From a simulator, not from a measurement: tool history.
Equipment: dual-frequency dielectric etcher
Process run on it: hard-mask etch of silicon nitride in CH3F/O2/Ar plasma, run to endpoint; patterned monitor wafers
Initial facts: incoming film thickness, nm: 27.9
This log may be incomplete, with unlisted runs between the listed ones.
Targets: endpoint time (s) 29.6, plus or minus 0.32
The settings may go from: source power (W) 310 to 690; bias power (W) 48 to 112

run	day	source power (W)	bias power (W)	endpoint time (s)
1	0	500	80	34.489
2	0.158	520	80	34.2
3	0.221	540	81	33.488
4	0.579	610	81	32.142
5	0.738	690	81	30.552
6	0.95	690	82	30.628
7	1.088	690	83	30.674
8	1.362	690	94	29.292

Consider the 4 candidate settings below. Which is the only one whose results all fall within their allowed miss of target?
A	1.638	690	96	?
B	1.638	610	102	?
C	1.638	670	100	?
D	1.638	690	95	?

move	endpoint time (s)
A	28.967
B	29.634
C	28.866
D	29.07
A: lands further from the targets than the last run did
B: every result lands within tolerance
C: lands further from the targets than the last run did
D: lands further from the targets than the last run did
B is the move that brings every result within its allowed miss.

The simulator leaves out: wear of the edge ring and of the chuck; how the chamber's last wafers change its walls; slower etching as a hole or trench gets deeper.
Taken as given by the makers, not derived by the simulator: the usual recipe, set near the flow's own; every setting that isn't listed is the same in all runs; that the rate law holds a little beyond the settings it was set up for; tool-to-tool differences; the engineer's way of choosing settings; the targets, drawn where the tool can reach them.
